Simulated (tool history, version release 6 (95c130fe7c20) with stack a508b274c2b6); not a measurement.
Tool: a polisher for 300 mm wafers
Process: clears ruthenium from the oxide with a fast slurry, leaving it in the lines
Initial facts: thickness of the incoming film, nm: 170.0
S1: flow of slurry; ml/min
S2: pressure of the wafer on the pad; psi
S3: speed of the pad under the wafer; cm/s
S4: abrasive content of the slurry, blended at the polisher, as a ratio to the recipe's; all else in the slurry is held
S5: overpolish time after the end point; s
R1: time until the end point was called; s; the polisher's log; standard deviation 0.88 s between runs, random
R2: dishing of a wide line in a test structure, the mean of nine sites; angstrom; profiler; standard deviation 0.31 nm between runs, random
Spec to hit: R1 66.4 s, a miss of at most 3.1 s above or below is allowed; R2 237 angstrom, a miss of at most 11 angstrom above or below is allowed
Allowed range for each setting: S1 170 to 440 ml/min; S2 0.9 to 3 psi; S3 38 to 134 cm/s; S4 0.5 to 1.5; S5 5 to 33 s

{"run": 1, "day": 0.0, "S1": 280, "S2": 1.9, "S3": 86, "S4": 1, "S5": 17, "R1": 79.155, "R2": 185.27}
{"run": 2, "day": 0.138, "S1": 280, "S2": 1.9, "S3": 64, "S4": 1, "S5": 17, "R1": 106.97, "R2": 155.07}
{"run": 3, "day": 0.258, "S1": 280, "S2": 2.2, "S3": 64, "S4": 1, "S5": 17, "R1": 94.91, "R2": 166.91}
{"run": 4, "day": 0.279, "S1": 280, "S2": 2.4, "S3": 64, "S4": 1, "S5": 18, "R1": 86.656, "R2": 181.69}
{"run": 5, "day": 0.617, "S1": 280, "S2": 2.7, "S3": 64, "S4": 1, "S5": 18, "R1": 76.818, "R2": 189.86}
{"run": 6, "day": 0.879, "S1": 335, "S2": 2.7, "S3": 64, "S4": 1, "S5": 18, "R1": 76.338, "R2": 193.74}
{"run": 7, "day": 0.938, "S1": 335, "S2": 2.7, "S3": 66, "S4": 1, "S5": 19, "R1": 74.23, "R2": 196.3}
{"run": 8, "day": 1.0, "S1": 335, "S2": 2.7, "S3": 66, "S4": 1, "S5": 20, "R1": 73.974, "R2": 199.82}
{"run": 9, "day": 1.175, "S1": 335, "S2": 2.9, "S3": 66, "S4": 1, "S5": 25, "R1": 68.78, "R2": 222.23}

Next run, 5 choices. One meets every target within its allowed miss, the rest don't. Which?
{"run": "A", "day": 1.35, "S1": 335, "S2": 3, "S3": 66, "S4": 1, "S5": 16, "R1": "?", "R2": "?"}
{"run": "B", "day": 1.35, "S1": 340, "S2": 3, "S3": 72, "S4": 0.8, "S5": 28, "R1": "?", "R2": "?"}
{"run": "C", "day": 1.35, "S1": 255, "S2": 2.3, "S3": 78, "S4": 1.05, "S5": 25, "R1": "?", "R2": "?"}
{"run": "D", "day": 1.35, "S1": 335, "S2": 2.7, "S3": 64, "S4": 1.1, "S5": 33, "R1": "?", "R2": "?"}
{"run": "E", "day": 1.35, "S1": 365, "S2": 2.7, "S3": 60, "S4": 1.05, "S5": 31, "R1": "?", "R2": "?"}

move=A R1=65.53 R2=196.73
move=B R1=65.679 R2=239.36
move=C R1=72.588 R2=225.4
move=D R1=72.216 R2=243.13
move=E R1=77.694 R2=235.4
A: lands further from the targets than the last run did
B: meets every target
C: lands further from the targets than the last run did
D: the furthest-off result lands on target, but another misses its tolerance
E: the furthest-off result lands on target, but another misses its tolerance
Correct choice: B, which meets every target
